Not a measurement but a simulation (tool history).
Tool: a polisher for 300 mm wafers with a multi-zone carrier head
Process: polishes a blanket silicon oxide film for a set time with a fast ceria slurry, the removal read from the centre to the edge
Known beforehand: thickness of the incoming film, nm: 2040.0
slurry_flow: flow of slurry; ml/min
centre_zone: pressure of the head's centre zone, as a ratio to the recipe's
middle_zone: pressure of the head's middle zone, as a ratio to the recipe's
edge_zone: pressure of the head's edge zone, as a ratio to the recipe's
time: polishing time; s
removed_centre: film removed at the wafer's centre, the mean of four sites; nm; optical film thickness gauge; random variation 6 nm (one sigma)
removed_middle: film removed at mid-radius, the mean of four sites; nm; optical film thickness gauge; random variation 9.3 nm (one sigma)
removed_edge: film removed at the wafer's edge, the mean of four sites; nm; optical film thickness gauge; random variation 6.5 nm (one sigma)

run 1 hour=0 | slurry_flow=240 centre_zone=1 middle_zone=1 edge_zone=1 time=56 | removed_centre=581.57 removed_middle=606.36 removed_edge=576.03
run 2 hour=5.3 | slurry_flow=280 centre_zone=1 middle_zone=1 edge_zone=1 time=56 | removed_centre=598.8 removed_middle=621.23 removed_edge=588.03
run 3 hour=8.7 | slurry_flow=280 centre_zone=1 middle_zone=0.95 edge_zone=1 time=56 | removed_centre=596.55 removed_middle=581.04 removed_edge=586.81
run 4 hour=14.9 | slurry_flow=285 centre_zone=0.98 middle_zone=0.97 edge_zone=1.05 time=58 | removed_centre=590.96 removed_middle=616.75 removed_edge=620.56
run 5 hour=21.1 | slurry_flow=285 centre_zone=0.98 middle_zone=0.97 edge_zone=1.05 time=44 | removed_centre=453.03 removed_middle=471.53 removed_edge=474.23
run 6 hour=25.3 | slurry_flow=285 centre_zone=0.98 middle_zone=0.98 edge_zone=1.08 time=50 | removed_centre=517.2 removed_middle=534.04 removed_edge=548.41

What will run 7 give?
run 7 hour=32.4 | slurry_flow=285 centre_zone=0.97 middle_zone=1 edge_zone=1.11 time=53 | removed_centre=? removed_middle=? removed_edge=?

{"run 7": {"removed_centre": 542.09, "removed_middle": 568.6, "removed_edge": 582.41}}

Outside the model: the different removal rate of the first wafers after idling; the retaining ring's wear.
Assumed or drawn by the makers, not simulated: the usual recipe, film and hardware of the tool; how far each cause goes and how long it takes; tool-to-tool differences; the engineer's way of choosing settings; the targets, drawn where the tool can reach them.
